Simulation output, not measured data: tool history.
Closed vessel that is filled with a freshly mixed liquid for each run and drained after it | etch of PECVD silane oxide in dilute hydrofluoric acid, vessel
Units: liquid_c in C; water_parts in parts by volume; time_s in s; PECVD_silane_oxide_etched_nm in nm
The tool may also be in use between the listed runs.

run	hour	liquid_c	water_parts	time_s	PECVD_silane_oxide_etched_nm
1	0.0	24.0	145	625	97.266
2	7.9	22.0	145	625	90.353
3	12.5	24.5	145	625	99.380
4	19.5	24.0	145	625	98.049
5	21.2	24.0	110	625	134.600
6	25.3	24.0	110	665	142.040
7	29.7	23.5	115	665	132.050
8	38.3	23.0	115	665	133.480
9	42.4	22.5	120	665	122.850
10	46.6	22.0	120	665	119.230
11	51.9	21.5	120	665	118.530
12	58.2	21.0	120	665	115.400
13	63.8	20.5	120	665	113.760
14	69.9	20.0	120	665	110.500

Run 15 comes next. What will it give?
15	70.6	19.5	120	665	?

PECVD_silane_oxide_etched_nm: 108.920 nm

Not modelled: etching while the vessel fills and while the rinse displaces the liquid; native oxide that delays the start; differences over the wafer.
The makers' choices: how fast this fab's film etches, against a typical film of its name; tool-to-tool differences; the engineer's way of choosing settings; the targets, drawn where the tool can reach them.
